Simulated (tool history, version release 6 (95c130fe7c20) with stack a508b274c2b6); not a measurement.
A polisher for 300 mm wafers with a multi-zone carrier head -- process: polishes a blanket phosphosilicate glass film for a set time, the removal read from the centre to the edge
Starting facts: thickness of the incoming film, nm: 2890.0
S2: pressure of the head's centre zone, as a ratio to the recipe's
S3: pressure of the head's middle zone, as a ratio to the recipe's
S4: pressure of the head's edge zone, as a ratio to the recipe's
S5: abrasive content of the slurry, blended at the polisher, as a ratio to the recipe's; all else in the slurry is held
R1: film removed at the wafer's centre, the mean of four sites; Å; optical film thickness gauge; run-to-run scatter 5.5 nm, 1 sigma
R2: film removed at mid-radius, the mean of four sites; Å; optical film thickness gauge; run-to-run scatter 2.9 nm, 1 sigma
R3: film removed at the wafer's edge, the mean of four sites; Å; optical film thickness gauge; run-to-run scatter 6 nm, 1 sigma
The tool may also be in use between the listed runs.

Run 1, day 0.000: flow of slurry (ml/min) 135, S2 1.00, S3 1.00, S4 1.00, S5 1.00, polishing time (s) 53. Result: R1 3446.9 Å, R2 3352.1 Å, R3 3423.6 Å.
Run 2, day 0.354: flow of slurry (ml/min) 140, S2 0.98, S3 1.01, S4 1.04, S5 1.10, polishing time (s) 53. Result: R1 3479.7 Å, R2 3532.8 Å, R3 3639.3 Å.
Run 3, day 0.592: flow of slurry (ml/min) 120, S2 0.98, S3 1.01, S4 1.04, S5 1.10, polishing time (s) 53. Result: R1 3281.0 Å, R2 3380.1 Å, R3 3492.9 Å.
Run 4, day 0.833: flow of slurry (ml/min) 135, S2 0.97, S3 1.01, S4 1.07, S5 1.15, polishing time (s) 53. Result: R1 3440.6 Å, R2 3477.0 Å, R3 3683.6 Å.
Run 5, day 0.967: flow of slurry (ml/min) 135, S2 0.97, S3 1.01, S4 1.07, S5 1.15, polishing time (s) 47. Result: R1 2993.9 Å, R2 3118.2 Å, R3 3223.9 Å.
Run 6, day 1.071: flow of slurry (ml/min) 140, S2 0.96, S3 1.02, S4 1.09, S5 1.20, polishing time (s) 49. Result: R1 3222.7 Å, R2 3342.8 Å, R3 3499.1 Å.
Run 7, day 1.412: flow of slurry (ml/min) 145, S2 0.94, S3 1.03, S4 1.11, S5 1.25, polishing time (s) 50. Result: R1 3266.0 Å, R2 3556.8 Å, R3 3646.2 Å.
Run 8, day 1.646: flow of slurry (ml/min) 150, S2 0.93, S3 1.02, S4 1.13, S5 1.30, polishing time (s) 51. Result: R1 3346.8 Å, R2 3678.5 Å, R3 3752.8 Å.
Run 9, day 1.800: flow of slurry (ml/min) 140, S2 0.93, S3 1.02, S4 1.14, S5 1.35, polishing time (s) 53. Result: R1 3546.8 Å, R2 3751.5 Å, R3 4024.6 Å.
Run 10, day 2.088: flow of slurry (ml/min) 140, S2 0.92, S3 1.02, S4 1.15, S5 1.40, polishing time (s) 54. Result: R1 3508.5 Å, R2 3928.3 Å, R3 4108.1 Å.
Run 11, day 2.429: flow of slurry (ml/min) 140, S2 0.91, S3 1.01, S4 1.16, S5 1.40, polishing time (s) 55. Result: R1 3599.2 Å, R2 3904.8 Å, R3 4306.7 Å.
Run 12, day 2.775: flow of slurry (ml/min) 145, S2 0.90, S3 1.01, S4 1.17, S5 1.40, polishing time (s) 55. Result: R1 3627.8 Å, R2 3895.3 Å, R3 4304.3 Å.
Run 13, day 2.992: flow of slurry (ml/min) 150, S2 0.89, S3 1.01, S4 1.17, S5 1.40, polishing time (s) 55. Result: R1 3585.6 Å, R2 3995.9 Å, R3 4267.6 Å.

Expected results for the next run?
Run 14, day 3.071: flow of slurry (ml/min) 160, S2 0.86, S3 0.98, S4 1.19, S5 1.50, polishing time (s) 58. Result: R1 ?, R2 ?, R3 ?.

{"run 14": {"R1": 3709.3, "R2": 4168.2, "R3": 4777.1}}
